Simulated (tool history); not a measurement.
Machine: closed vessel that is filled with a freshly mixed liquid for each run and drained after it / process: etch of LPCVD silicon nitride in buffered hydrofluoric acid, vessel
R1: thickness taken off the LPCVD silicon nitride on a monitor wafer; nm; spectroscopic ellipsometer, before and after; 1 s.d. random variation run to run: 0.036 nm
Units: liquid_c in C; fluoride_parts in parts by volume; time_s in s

run 1 hour=0 | liquid_c=22 fluoride_parts=21.5 time_s=345 | R1=2.045
run 2 hour=1.1 | liquid_c=24.5 fluoride_parts=18.5 time_s=345 | R1=2.6562
run 3 hour=1.9 | liquid_c=27 fluoride_parts=18.5 time_s=345 | R1=2.9959
run 4 hour=10.5 | liquid_c=27 fluoride_parts=18.5 time_s=260 | R1=2.3085
run 5 hour=18.2 | liquid_c=27 fluoride_parts=24.5 time_s=260 | R1=1.8496
run 6 hour=20 | liquid_c=28 fluoride_parts=19 time_s=265 | R1=2.4043
run 7 hour=27 | liquid_c=28.5 fluoride_parts=15.5 time_s=285 | R1=3.2321

Run 8, settings as shown, results not yet in. Your forecast:
run 8 hour=28.8 | liquid_c=30 fluoride_parts=10.5 time_s=290 | R1=?

R1: 5.2376 nm

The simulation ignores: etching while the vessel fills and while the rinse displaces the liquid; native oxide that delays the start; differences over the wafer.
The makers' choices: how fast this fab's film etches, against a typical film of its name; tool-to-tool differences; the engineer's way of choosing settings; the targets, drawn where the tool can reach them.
